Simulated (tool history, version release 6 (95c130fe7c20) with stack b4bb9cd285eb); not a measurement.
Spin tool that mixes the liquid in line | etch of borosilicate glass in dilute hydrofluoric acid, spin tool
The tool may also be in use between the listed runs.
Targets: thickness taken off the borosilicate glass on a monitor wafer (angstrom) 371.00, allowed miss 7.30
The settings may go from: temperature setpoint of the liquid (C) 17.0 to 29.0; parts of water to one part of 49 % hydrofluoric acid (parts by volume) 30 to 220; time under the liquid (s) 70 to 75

| run | hour | temperature setpoint of the liquid (C) | parts of water to one part of 49 % hydrofluoric acid (parts by volume) | time under the liquid (s) | thickness taken off the borosilicate glass on a monitor wafer (angstrom) |
|---|---|---|---|---|---|
| 1 | 0.0 | 21.0 | 125 | 70 | 140.91 |
| 2 | 2.7 | 21.0 | 125 | 75 | 151.76 |
| 3 | 8.3 | 23.5 | 105 | 75 | 203.55 |
| 4 | 10.1 | 25.0 | 90 | 75 | 256.54 |
| 5 | 13.2 | 26.0 | 85 | 75 | 284.80 |
| 6 | 16.5 | 23.0 | 85 | 75 | 253.07 |
| 7 | 18.0 | 25.0 | 80 | 75 | 291.61 |
| 8 | 22.3 | 26.0 | 75 | 75 | 326.05 |

Which of these 4 next moves meets every target?
| A | 26.6 | 29.0 | 70 | 70 | ? |
| B | 26.6 | 28.5 | 75 | 75 | ? |
| C | 26.6 | 24.0 | 65 | 75 | ? |
| D | 26.6 | 24.5 | 65 | 75 | ? |

| move | thickness taken off the borosilicate glass on a monitor wafer (angstrom) |
|---|---|
| A | 370.83 |
| B | 361.10 |
| C | 353.17 |
| D | 360.41 |
A: meets every target
B: nearer than the last run, and not there yet
C: nearer than the last run, and not there yet
D: nearer than the last run, and not there yet
The right move is A.
